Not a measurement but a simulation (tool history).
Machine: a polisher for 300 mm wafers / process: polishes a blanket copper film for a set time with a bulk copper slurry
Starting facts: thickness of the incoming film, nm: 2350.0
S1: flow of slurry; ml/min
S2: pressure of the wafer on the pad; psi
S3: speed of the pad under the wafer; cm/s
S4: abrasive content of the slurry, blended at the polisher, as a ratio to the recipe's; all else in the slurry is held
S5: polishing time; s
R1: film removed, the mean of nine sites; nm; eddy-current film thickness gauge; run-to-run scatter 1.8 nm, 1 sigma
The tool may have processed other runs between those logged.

{"run": 1, "hour": 0.0, "S1": 190, "S2": 2.0, "S3": 104, "S4": 1.0, "S5": 33, "R1": 251.35}
{"run": 2, "hour": 1.7, "S1": 190, "S2": 2.0, "S3": 104, "S4": 0.85, "S5": 33, "R1": 240.76}
{"run": 3, "hour": 6.2, "S1": 150, "S2": 2.0, "S3": 104, "S4": 0.85, "S5": 33, "R1": 237.25}
{"run": 4, "hour": 8.9, "S1": 150, "S2": 1.8, "S3": 104, "S4": 0.85, "S5": 33, "R1": 212.79}
{"run": 5, "hour": 10.9, "S1": 150, "S2": 1.7, "S3": 104, "S4": 0.85, "S5": 33, "R1": 202.0}
{"run": 6, "hour": 15.2, "S1": 150, "S2": 1.6, "S3": 104, "S4": 0.85, "S5": 33, "R1": 193.15}
{"run": 7, "hour": 17.9, "S1": 150, "S2": 1.5, "S3": 104, "S4": 0.85, "S5": 33, "R1": 182.67}

Run 8 has not been measured yet. What should we expect?
{"run": 8, "hour": 22.0, "S1": 150, "S2": 1.5, "S3": 104, "S4": 0.85, "S5": 33, "R1": "?"}

Run 8 produced R1 185.07 nm.
